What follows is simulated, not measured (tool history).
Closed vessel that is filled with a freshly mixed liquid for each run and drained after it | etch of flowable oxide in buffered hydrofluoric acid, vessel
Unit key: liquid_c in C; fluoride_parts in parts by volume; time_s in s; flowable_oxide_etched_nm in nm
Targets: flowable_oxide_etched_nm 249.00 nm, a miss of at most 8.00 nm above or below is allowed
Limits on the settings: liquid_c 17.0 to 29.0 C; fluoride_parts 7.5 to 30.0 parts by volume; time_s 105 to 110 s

{"run": 1, "hour": 0.0, "liquid_c": 21.0, "fluoride_parts": 20.5, "time_s": 105, "flowable_oxide_etched_nm": 119.3}
{"run": 2, "hour": 7.5, "liquid_c": 21.0, "fluoride_parts": 15.5, "time_s": 105, "flowable_oxide_etched_nm": 155.53}
{"run": 3, "hour": 10.0, "liquid_c": 22.5, "fluoride_parts": 15.5, "time_s": 105, "flowable_oxide_etched_nm": 167.24}
{"run": 4, "hour": 13.6, "liquid_c": 24.0, "fluoride_parts": 15.0, "time_s": 105, "flowable_oxide_etched_nm": 187.89}
{"run": 5, "hour": 21.3, "liquid_c": 24.0, "fluoride_parts": 18.5, "time_s": 105, "flowable_oxide_etched_nm": 152.96}
{"run": 6, "hour": 24.9, "liquid_c": 24.0, "fluoride_parts": 18.5, "time_s": 105, "flowable_oxide_etched_nm": 155.27}
{"run": 7, "hour": 33.4, "liquid_c": 25.0, "fluoride_parts": 17.5, "time_s": 105, "flowable_oxide_etched_nm": 173.69}
{"run": 8, "hour": 34.1, "liquid_c": 26.0, "fluoride_parts": 17.0, "time_s": 105, "flowable_oxide_etched_nm": 184.63}
{"run": 9, "hour": 38.3, "liquid_c": 26.5, "fluoride_parts": 16.5, "time_s": 105, "flowable_oxide_etched_nm": 196.16}
{"run": 10, "hour": 45.1, "liquid_c": 27.0, "fluoride_parts": 16.0, "time_s": 105, "flowable_oxide_etched_nm": 212.28}
{"run": 11, "hour": 50.6, "liquid_c": 27.5, "fluoride_parts": 16.0, "time_s": 105, "flowable_oxide_etched_nm": 210.97}
{"run": 12, "hour": 59.6, "liquid_c": 28.0, "fluoride_parts": 15.5, "time_s": 105, "flowable_oxide_etched_nm": 226.54}

5 candidate next runs follow, results not yet known. Just one meets every target within its allowed miss. Identify it.
{"run": "A", "hour": 68.6, "liquid_c": 27.5, "fluoride_parts": 14.5, "time_s": 110, "flowable_oxide_etched_nm": "?"}
{"run": "B", "hour": 68.6, "liquid_c": 26.0, "fluoride_parts": 15.5, "time_s": 105, "flowable_oxide_etched_nm": "?"}
{"run": "C", "hour": 68.6, "liquid_c": 24.0, "fluoride_parts": 14.0, "time_s": 105, "flowable_oxide_etched_nm": "?"}
{"run": "D", "hour": 68.6, "liquid_c": 27.0, "fluoride_parts": 16.0, "time_s": 105, "flowable_oxide_etched_nm": "?"}
{"run": "E", "hour": 68.6, "liquid_c": 25.0, "fluoride_parts": 13.5, "time_s": 105, "flowable_oxide_etched_nm": "?"}

move=A flowable_oxide_etched_nm=247.55
move=B flowable_oxide_etched_nm=204.20
move=C flowable_oxide_etched_nm=202.45
move=D flowable_oxide_etched_nm=208.87
move=E flowable_oxide_etched_nm=221.54
A: each result inside its tolerance
B: lands further from the targets than the last run did
C: lands further from the targets than the last run did
D: lands further from the targets than the last run did
E: lands further from the targets than the last run did
Answer: A
